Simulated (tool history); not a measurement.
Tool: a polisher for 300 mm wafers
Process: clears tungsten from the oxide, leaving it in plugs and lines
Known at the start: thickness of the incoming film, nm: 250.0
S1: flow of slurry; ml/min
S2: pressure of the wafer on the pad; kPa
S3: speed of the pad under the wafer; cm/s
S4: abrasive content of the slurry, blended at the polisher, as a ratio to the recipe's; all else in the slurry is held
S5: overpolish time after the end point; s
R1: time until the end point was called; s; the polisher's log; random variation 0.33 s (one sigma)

run 1 day=0.000 | S1=135 S2=26.9 S3=102 S4=1.0 S5=4 | R1=49.486
run 2 day=0.146 | S1=135 S2=33.8 S3=102 S4=1.0 S5=4 | R1=38.762
run 3 day=0.225 | S1=135 S2=33.8 S3=84 S4=1.0 S5=4 | R1=46.485
run 4 day=0.358 | S1=135 S2=36.5 S3=84 S4=1.0 S5=4 | R1=42.162
run 5 day=0.658 | S1=135 S2=40.0 S3=84 S4=1.0 S5=4 | R1=39.513
run 6 day=0.871 | S1=135 S2=40.0 S3=84 S4=1.0 S5=4 | R1=39.396
run 7 day=1.154 | S1=140 S2=40.0 S3=84 S4=1.0 S5=4 | R1=38.560
run 8 day=1.479 | S1=145 S2=40.0 S3=84 S4=1.0 S5=4 | R1=38.787

Forecast run 9:
run 9 day=1.612 | S1=145 S2=40.7 S3=84 S4=1.0 S5=4 | R1=?

Run 9 gave R1 37.962 s.
